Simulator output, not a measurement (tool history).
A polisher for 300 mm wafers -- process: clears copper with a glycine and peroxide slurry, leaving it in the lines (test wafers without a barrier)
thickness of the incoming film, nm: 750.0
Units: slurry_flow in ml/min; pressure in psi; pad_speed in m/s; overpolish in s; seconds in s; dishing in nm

{"run": 1, "day": 0.0, "slurry_flow": 190, "pressure": 2.7, "pad_speed": 0.86, "overpolish": 13, "seconds": 162.07, "dishing": 42.479}
{"run": 2, "day": 0.038, "slurry_flow": 175, "pressure": 2.7, "pad_speed": 0.86, "overpolish": 13, "seconds": 162.82, "dishing": 41.612}
{"run": 3, "day": 0.408, "slurry_flow": 175, "pressure": 2.7, "pad_speed": 0.86, "overpolish": 9, "seconds": 163.9, "dishing": 29.188}
{"run": 4, "day": 0.512, "slurry_flow": 175, "pressure": 2.7, "pad_speed": 0.74, "overpolish": 9, "seconds": 179.96, "dishing": 26.39}
{"run": 5, "day": 0.654, "slurry_flow": 170, "pressure": 2.6, "pad_speed": 0.74, "overpolish": 11, "seconds": 186.7, "dishing": 31.053}
{"run": 6, "day": 0.85, "slurry_flow": 170, "pressure": 2.5, "pad_speed": 0.74, "overpolish": 12, "seconds": 192.62, "dishing": 32.344}
{"run": 7, "day": 1.0, "slurry_flow": 170, "pressure": 2.4, "pad_speed": 0.74, "overpolish": 13, "seconds": 199.79, "dishing": 33.585}

Forecast run 8:
{"run": 8, "day": 1.158, "slurry_flow": 170, "pressure": 2.4, "pad_speed": 0.74, "overpolish": 14, "seconds": "?", "dishing": "?"}

For run 8 the tool returned seconds 199.68 s, dishing 37.329 nm.

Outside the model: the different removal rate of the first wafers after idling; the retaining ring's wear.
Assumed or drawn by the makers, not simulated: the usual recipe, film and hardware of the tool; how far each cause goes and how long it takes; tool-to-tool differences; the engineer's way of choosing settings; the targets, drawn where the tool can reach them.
